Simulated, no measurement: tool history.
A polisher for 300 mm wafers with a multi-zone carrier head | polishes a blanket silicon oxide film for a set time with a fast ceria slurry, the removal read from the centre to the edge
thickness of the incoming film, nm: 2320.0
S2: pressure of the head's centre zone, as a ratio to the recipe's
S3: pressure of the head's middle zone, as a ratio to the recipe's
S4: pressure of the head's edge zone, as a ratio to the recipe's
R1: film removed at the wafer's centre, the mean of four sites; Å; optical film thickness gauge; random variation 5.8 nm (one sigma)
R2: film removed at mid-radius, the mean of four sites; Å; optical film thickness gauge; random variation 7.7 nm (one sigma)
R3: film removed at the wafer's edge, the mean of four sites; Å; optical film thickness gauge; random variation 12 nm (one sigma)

Run 1, day 0.000: flow of slurry (ml/min) 245, S2 1.00, S3 1.00, S4 1.00, polishing time (s) 65. Result: R1 6823.3 Å, R2 7106.8 Å, R3 6978.1 Å.
Run 2, day 0.062: flow of slurry (ml/min) 300, S2 1.00, S3 1.00, S4 1.00, polishing time (s) 65. Result: R1 7037.5 Å, R2 7214.1 Å, R3 7274.3 Å.
Run 3, day 0.217: flow of slurry (ml/min) 300, S2 0.95, S3 1.00, S4 1.00, polishing time (s) 65. Result: R1 6801.1 Å, R2 7200.1 Å, R3 7026.6 Å.
Run 4, day 0.496: flow of slurry (ml/min) 305, S2 0.99, S3 1.04, S4 1.04, polishing time (s) 67. Result: R1 7176.0 Å, R2 7839.8 Å, R3 7453.9 Å.
Run 5, day 0.829: flow of slurry (ml/min) 315, S2 1.01, S3 1.05, S4 1.08, polishing time (s) 70. Result: R1 7602.2 Å, R2 8198.2 Å, R3 8078.4 Å.
Run 6, day 1.092: flow of slurry (ml/min) 320, S2 1.04, S3 1.07, S4 1.11, polishing time (s) 71. Result: R1 7878.0 Å, R2 8425.2 Å, R3 8192.2 Å.
Run 7, day 1.358: flow of slurry (ml/min) 325, S2 1.04, S3 1.08, S4 1.13, polishing time (s) 73. Result: R1 8056.1 Å, R2 8840.8 Å, R3 8612.2 Å.

The next listed run, before its measurement:
Run 8, day 1.596: flow of slurry (ml/min) 330, S2 1.05, S3 1.09, S4 1.14, polishing time (s) 74. Result: R1 ?, R2 ?, R3 ?.

R1: 8361.7 Å
R2: 8910.7 Å
R3: 9048.5 Å

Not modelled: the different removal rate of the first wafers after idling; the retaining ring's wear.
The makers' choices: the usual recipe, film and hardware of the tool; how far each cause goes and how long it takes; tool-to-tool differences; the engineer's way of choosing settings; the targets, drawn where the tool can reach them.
